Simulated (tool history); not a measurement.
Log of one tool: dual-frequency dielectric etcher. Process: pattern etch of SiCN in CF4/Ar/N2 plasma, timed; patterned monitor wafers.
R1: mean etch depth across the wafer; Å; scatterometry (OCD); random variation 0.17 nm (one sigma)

{"run": 1, "day": 0.0, "source power (kW)": 0.37, "bias power (kW)": 0.09, "Ar flow (sccm)": 118, "CF4 flow (sccm)": 83, "etch time (s)": 52, "R1": 406.16}
{"run": 2, "day": 0.071, "source power (kW)": 0.34, "bias power (kW)": 0.086, "Ar flow (sccm)": 120, "CF4 flow (sccm)": 82, "etch time (s)": 52, "R1": 365.17}
{"run": 3, "day": 0.138, "source power (kW)": 0.32, "bias power (kW)": 0.085, "Ar flow (sccm)": 120, "CF4 flow (sccm)": 82, "etch time (s)": 52, "R1": 340.61}
{"run": 4, "day": 0.467, "source power (kW)": 0.32, "bias power (kW)": 0.072, "Ar flow (sccm)": 120, "CF4 flow (sccm)": 82, "etch time (s)": 52, "R1": 312.37}
{"run": 5, "day": 0.821, "source power (kW)": 0.31, "bias power (kW)": 0.072, "Ar flow (sccm)": 120, "CF4 flow (sccm)": 82, "etch time (s)": 52, "R1": 303.16}
{"run": 6, "day": 1.004, "source power (kW)": 0.3, "bias power (kW)": 0.072, "Ar flow (sccm)": 120, "CF4 flow (sccm)": 82, "etch time (s)": 52, "R1": 296.03}

Forecast run 7:
{"run": 7, "day": 1.183, "source power (kW)": 0.29, "bias power (kW)": 0.072, "Ar flow (sccm)": 120, "CF4 flow (sccm)": 82, "etch time (s)": 52, "R1": "?"}

R1: 284 Å
